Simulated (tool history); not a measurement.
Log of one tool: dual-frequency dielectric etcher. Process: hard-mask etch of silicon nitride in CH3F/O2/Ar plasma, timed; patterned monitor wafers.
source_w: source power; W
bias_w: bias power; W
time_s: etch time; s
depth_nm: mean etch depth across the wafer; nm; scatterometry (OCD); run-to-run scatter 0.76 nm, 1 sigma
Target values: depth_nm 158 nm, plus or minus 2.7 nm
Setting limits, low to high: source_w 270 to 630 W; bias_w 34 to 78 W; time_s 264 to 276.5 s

run 1 hour=0 | source_w=450 bias_w=56 time_s=264 | depth_nm=191.09
run 2 hour=8.5 | source_w=450 bias_w=48 time_s=264 | depth_nm=177.73
run 3 hour=12 | source_w=420 bias_w=48 time_s=264 | depth_nm=173
run 4 hour=19.3 | source_w=400 bias_w=48 time_s=264 | depth_nm=167.59
run 5 hour=23.1 | source_w=400 bias_w=54 time_s=264 | depth_nm=175.92
run 6 hour=24.4 | source_w=400 bias_w=54 time_s=276.5 | depth_nm=184.01
run 7 hour=33.1 | source_w=370 bias_w=54 time_s=276.5 | depth_nm=178.89
run 8 hour=39.2 | source_w=350 bias_w=54 time_s=276.5 | depth_nm=172.58
run 9 hour=48.1 | source_w=330 bias_w=54 time_s=276.5 | depth_nm=167.76
run 10 hour=55.6 | source_w=320 bias_w=54 time_s=276.5 | depth_nm=164.83
run 11 hour=63.1 | source_w=270 bias_w=53 time_s=276.5 | depth_nm=149.58
run 12 hour=71.1 | source_w=270 bias_w=53 time_s=276.5 | depth_nm=149.98
run 13 hour=77.6 | source_w=280 bias_w=53 time_s=276.5 | depth_nm=152.69

Below are 4 possible settings for the next run. Only one of them brings all results inside the allowed miss of their targets. Which is it?
run A hour=84.1 | source_w=280 bias_w=57 time_s=276.5 | depth_nm=?
run B hour=84.1 | source_w=290 bias_w=50 time_s=270 | depth_nm=?
run C hour=84.1 | source_w=270 bias_w=50 time_s=275 | depth_nm=?
run D hour=84.1 | source_w=280 bias_w=59 time_s=264 | depth_nm=?

move=A depth_nm=156.64
move=B depth_nm=147.39
move=C depth_nm=144.43
move=D depth_nm=151.78
A: all results land within tolerance of their targets
B: lands further from the targets than the last run did
C: lands further from the targets than the last run did
D: lands further from the targets than the last run did
The move that meets every target is A.

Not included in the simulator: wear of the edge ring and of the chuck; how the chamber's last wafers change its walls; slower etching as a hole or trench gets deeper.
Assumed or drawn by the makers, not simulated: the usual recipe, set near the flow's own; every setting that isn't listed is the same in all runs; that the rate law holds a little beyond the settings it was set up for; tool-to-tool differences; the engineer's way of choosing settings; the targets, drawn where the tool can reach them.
